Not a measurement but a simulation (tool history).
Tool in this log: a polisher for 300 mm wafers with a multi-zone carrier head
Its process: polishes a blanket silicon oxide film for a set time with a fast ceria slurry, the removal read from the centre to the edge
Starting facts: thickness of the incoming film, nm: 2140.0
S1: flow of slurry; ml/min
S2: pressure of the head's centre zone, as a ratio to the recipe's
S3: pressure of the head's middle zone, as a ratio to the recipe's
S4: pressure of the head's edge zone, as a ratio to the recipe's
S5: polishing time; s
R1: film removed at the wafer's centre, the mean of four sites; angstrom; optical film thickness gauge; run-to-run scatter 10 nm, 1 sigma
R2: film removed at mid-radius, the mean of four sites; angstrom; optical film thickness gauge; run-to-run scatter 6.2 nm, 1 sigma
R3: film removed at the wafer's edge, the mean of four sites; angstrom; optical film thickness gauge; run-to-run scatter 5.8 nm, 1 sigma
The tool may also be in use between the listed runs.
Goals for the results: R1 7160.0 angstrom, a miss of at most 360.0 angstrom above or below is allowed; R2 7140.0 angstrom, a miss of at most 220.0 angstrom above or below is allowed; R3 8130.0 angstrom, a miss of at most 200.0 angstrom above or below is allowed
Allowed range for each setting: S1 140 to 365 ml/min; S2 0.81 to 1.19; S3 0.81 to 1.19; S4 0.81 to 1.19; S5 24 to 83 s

run,hour,S1,S2,S3,S4,S5,R1,R2,R3
1,0.0,235,1.00,1.00,1.00,53,5927.5,6428.1,6302.2
2,1.5,240,1.00,0.99,1.02,54,6183.4,6394.1,6429.3
3,8.3,240,1.00,0.99,1.10,54,6166.2,6360.8,6777.9
4,17.0,240,0.93,0.99,1.10,54,5786.4,6447.9,6644.5
5,24.3,240,0.93,0.99,1.07,54,5671.4,6403.7,6516.5
6,30.0,185,0.93,0.99,1.07,54,5480.8,6202.9,6346.3
7,33.2,195,0.94,0.99,1.08,55,5762.0,6289.5,6658.9
8,36.1,260,1.02,1.09,1.18,57,6831.9,7124.8,7399.7
9,38.1,285,0.98,0.99,1.19,62,7061.2,7495.0,8092.2
10,44.3,280,0.98,0.98,1.19,62,7291.3,7597.2,8155.1
11,46.2,275,0.98,0.97,1.19,62,7167.3,7470.1,8191.3

4 next moves are on the table. One of them brings every result within its allowed miss. Which?
A,48.1,280,0.98,0.97,1.13,65,?,?,?
B,48.1,340,0.90,0.90,1.11,64,?,?,?
C,48.1,290,0.96,0.98,1.08,65,?,?,?
D,48.1,285,0.99,0.90,1.19,62,?,?,?

move,R1,R2,R3
A,7532.0,7848.2,8237.0
B,6951.4,7593.9,8162.2
C,7408.7,7920.9,8073.1
D,7271.8,7225.1,8087.2
A: moves away from the targets compared with the last run
B: moves away from the targets compared with the last run
C: moves away from the targets compared with the last run
D: all results in spec
So the answer is move D, the one that meets all the targets.

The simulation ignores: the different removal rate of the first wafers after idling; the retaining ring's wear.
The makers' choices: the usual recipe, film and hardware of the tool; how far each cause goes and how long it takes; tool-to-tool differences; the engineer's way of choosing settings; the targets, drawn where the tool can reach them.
